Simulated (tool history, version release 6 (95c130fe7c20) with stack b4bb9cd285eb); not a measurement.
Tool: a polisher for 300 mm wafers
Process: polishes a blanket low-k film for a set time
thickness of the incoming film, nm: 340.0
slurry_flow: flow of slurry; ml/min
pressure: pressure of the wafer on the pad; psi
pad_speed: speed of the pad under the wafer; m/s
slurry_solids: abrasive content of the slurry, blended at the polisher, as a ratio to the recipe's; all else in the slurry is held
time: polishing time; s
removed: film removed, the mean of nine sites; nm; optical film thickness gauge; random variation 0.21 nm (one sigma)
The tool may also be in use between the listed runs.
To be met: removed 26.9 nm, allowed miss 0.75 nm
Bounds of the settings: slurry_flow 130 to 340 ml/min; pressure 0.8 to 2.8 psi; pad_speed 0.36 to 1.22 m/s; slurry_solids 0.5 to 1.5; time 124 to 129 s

run 1 day=0 | slurry_flow=220 pressure=1.8 pad_speed=0.78 slurry_solids=1 time=124 | removed=39.099
run 2 day=0.246 | slurry_flow=220 pressure=1.8 pad_speed=0.64 slurry_solids=1 time=124 | removed=33.602
run 3 day=0.392 | slurry_flow=220 pressure=1.7 pad_speed=0.64 slurry_solids=1 time=124 | removed=32.347
run 4 day=0.688 | slurry_flow=220 pressure=1.7 pad_speed=0.64 slurry_solids=1 time=129 | removed=33.667
run 5 day=0.921 | slurry_flow=220 pressure=1.7 pad_speed=0.52 slurry_solids=1 time=129 | removed=29.085
run 6 day=1.083 | slurry_flow=220 pressure=2.1 pad_speed=0.52 slurry_solids=1 time=129 | removed=33.985
-- day=1.233 slurry nozzle cleaned
run 7 day=1.233 | slurry_flow=220 pressure=2 pad_speed=0.52 slurry_solids=1 time=129 | removed=34.866
run 8 day=1.338 | slurry_flow=220 pressure=1.9 pad_speed=0.52 slurry_solids=1 time=129 | removed=32.909
run 9 day=1.704 | slurry_flow=220 pressure=1.8 pad_speed=0.52 slurry_solids=1 time=129 | removed=31.874
run 10 day=2.042 | slurry_flow=220 pressure=1.7 pad_speed=0.52 slurry_solids=1 time=129 | removed=30.113
run 11 day=2.271 | slurry_flow=210 pressure=1.6 pad_speed=0.52 slurry_solids=1 time=129 | removed=28.296

4 next moves are on the table. One of them brings every result within its allowed miss. Which?
run A day=2.5 | slurry_flow=200 pressure=1.5 pad_speed=0.5 slurry_solids=1.25 time=124 | removed=?
run B day=2.5 | slurry_flow=160 pressure=1.4 pad_speed=0.56 slurry_solids=1.05 time=128 | removed=?
run C day=2.5 | slurry_flow=165 pressure=1.8 pad_speed=0.54 slurry_solids=0.9 time=124 | removed=?
run D day=2.5 | slurry_flow=200 pressure=1.3 pad_speed=0.58 slurry_solids=1.15 time=129 | removed=?

move=A removed=28.365
move=B removed=27.002
move=C removed=28.58
move=D removed=28.485
A: as far off as the last run
B: meets every target
C: further off than the last run
D: further off than the last run
Answer: B

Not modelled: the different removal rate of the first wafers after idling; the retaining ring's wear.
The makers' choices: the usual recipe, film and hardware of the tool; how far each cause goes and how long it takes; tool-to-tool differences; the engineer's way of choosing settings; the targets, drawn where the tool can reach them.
